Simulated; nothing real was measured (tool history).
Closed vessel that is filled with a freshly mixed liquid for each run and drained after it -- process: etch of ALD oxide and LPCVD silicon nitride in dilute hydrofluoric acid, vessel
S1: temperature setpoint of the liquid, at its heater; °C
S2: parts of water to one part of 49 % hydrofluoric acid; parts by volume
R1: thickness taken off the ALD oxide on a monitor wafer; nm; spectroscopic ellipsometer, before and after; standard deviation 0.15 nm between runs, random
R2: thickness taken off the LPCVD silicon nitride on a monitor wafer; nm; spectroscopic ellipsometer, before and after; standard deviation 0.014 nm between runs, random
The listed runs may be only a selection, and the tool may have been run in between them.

{"run": 1, "day": 0.0, "S1": 20, "S2": 105, "time in the liquid (s)": 185, "R1": 46.177, "R2": 0.6144}
{"run": 2, "day": 0.079, "S1": 18, "S2": 105, "time in the liquid (s)": 185, "R1": 42.795, "R2": 0.51523}
{"run": 3, "day": 0.104, "S1": 18, "S2": 120, "time in the liquid (s)": 185, "R1": 36.349, "R2": 0.50631}
{"run": 4, "day": 0.217, "S1": 18, "S2": 130, "time in the liquid (s)": 180, "R1": 32.466, "R2": 0.42865}
{"run": 5, "day": 0.388, "S1": 18, "S2": 95, "time in the liquid (s)": 180, "R1": 45.889, "R2": 0.55661}
{"run": 6, "day": 0.454, "S1": 18, "S2": 110, "time in the liquid (s)": 175, "R1": 38.16, "R2": 0.45891}
{"run": 7, "day": 0.604, "S1": 18, "S2": 120, "time in the liquid (s)": 170, "R1": 33.455, "R2": 0.4042}
{"run": 8, "day": 0.917, "S1": 18, "S2": 130, "time in the liquid (s)": 170, "R1": 30.71, "R2": 0.4011}

Expected results for the next run?
{"run": 9, "day": 1.142, "S1": 17, "S2": 170, "time in the liquid (s)": 150, "R1": "?", "R2": "?"}

R1: 19.015 nm
R2: 0.24581 nm
